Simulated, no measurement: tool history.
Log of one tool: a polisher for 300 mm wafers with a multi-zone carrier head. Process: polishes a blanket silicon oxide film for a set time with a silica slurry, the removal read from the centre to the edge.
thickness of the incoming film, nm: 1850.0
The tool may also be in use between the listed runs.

run,hour,flow of slurry (ml/min),pressure of the head's centre zone,pressure of the head's middle zone,pressure of the head's edge zone,abrasive content of the slurry,polishing time (s),film removed at the wafer's centre (nm),film removed at mid-radius (nm),film removed at the wafer's edge (nm)
1,0.0,240,1.00,1.00,1.00,1.00,31,104.62,104.810,106.100
2,7.7,185,1.00,1.00,1.00,1.00,31,101.00,99.615,104.980
3,9.3,185,1.07,1.00,1.00,1.00,31,107.18,98.968,104.490
4,11.3,185,1.07,0.96,1.00,1.00,31,108.46,95.576,103.340
5,15.0,185,1.07,0.96,1.00,0.80,31,101.67,90.189,95.269
6,19.7,190,1.08,0.97,1.02,0.90,31,104.98,94.608,104.230
7,28.5,205,1.09,0.98,1.03,0.95,31,109.35,98.872,107.880
8,32.0,220,1.10,0.99,1.04,1.00,31,115.37,102.540,110.360
9,33.7,225,1.11,1.00,1.06,1.05,31,117.90,103.130,111.870
10,35.1,230,1.11,1.01,1.08,1.10,31,121.62,108.840,114.100
11,37.7,175,1.04,0.91,1.18,1.35,33,121.50,106.800,131.210
12,38.9,190,1.04,0.92,1.18,1.35,33,124.79,110.320,131.070
13,45.7,195,1.04,0.92,1.18,1.35,33,126.97,110.520,134.630

The next listed run, before its measurement:
14,47.6,205,1.04,0.93,1.18,1.35,33,?,?,?

{"run 14": {"film removed at the wafer's centre (nm)": 126.52, "film removed at mid-radius (nm)": 113.88, "film removed at the wafer's edge (nm)": 137.74}}

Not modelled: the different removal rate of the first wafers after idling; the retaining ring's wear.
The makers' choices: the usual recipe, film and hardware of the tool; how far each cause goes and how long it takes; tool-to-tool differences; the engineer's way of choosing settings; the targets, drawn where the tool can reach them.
